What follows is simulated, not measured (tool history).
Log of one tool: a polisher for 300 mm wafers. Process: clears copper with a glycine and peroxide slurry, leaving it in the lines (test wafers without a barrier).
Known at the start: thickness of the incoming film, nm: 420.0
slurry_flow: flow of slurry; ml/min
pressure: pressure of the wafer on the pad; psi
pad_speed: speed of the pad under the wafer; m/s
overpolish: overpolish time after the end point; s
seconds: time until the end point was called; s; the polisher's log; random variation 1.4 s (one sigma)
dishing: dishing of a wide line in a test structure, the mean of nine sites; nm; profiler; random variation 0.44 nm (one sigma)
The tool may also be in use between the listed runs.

{"run": 1, "hour": 0.0, "slurry_flow": 315, "pressure": 2.9, "pad_speed": 1, "overpolish": 15, "seconds": 67.651, "dishing": 59.032}
{"run": 2, "hour": 1.4, "slurry_flow": 315, "pressure": 2.6, "pad_speed": 1, "overpolish": 15, "seconds": 74, "dishing": 56.01}
{"run": 3, "hour": 8.5, "slurry_flow": 315, "pressure": 2.6, "pad_speed": 1.22, "overpolish": 15, "seconds": 62.062, "dishing": 61.894}
{"run": 4, "hour": 16.9, "slurry_flow": 310, "pressure": 2.4, "pad_speed": 1.22, "overpolish": 14, "seconds": 66.449, "dishing": 56.123}
{"run": 5, "hour": 18.4, "slurry_flow": 305, "pressure": 2.3, "pad_speed": 1.24, "overpolish": 13, "seconds": 65.792, "dishing": 51.712}
{"run": 6, "hour": 26.9, "slurry_flow": 305, "pressure": 1.8, "pad_speed": 1.24, "overpolish": 13, "seconds": 81.677, "dishing": 43.689}
{"run": 7, "hour": 29.1, "slurry_flow": 305, "pressure": 1.8, "pad_speed": 1.24, "overpolish": 12, "seconds": 80.845, "dishing": 42.686}

The next listed run, before its measurement:
{"run": 8, "hour": 36.9, "slurry_flow": 295, "pressure": 1.8, "pad_speed": 1.26, "overpolish": 11, "seconds": "?", "dishing": "?"}

Run 8 gave seconds 79.107 s, dishing 39.296 nm.

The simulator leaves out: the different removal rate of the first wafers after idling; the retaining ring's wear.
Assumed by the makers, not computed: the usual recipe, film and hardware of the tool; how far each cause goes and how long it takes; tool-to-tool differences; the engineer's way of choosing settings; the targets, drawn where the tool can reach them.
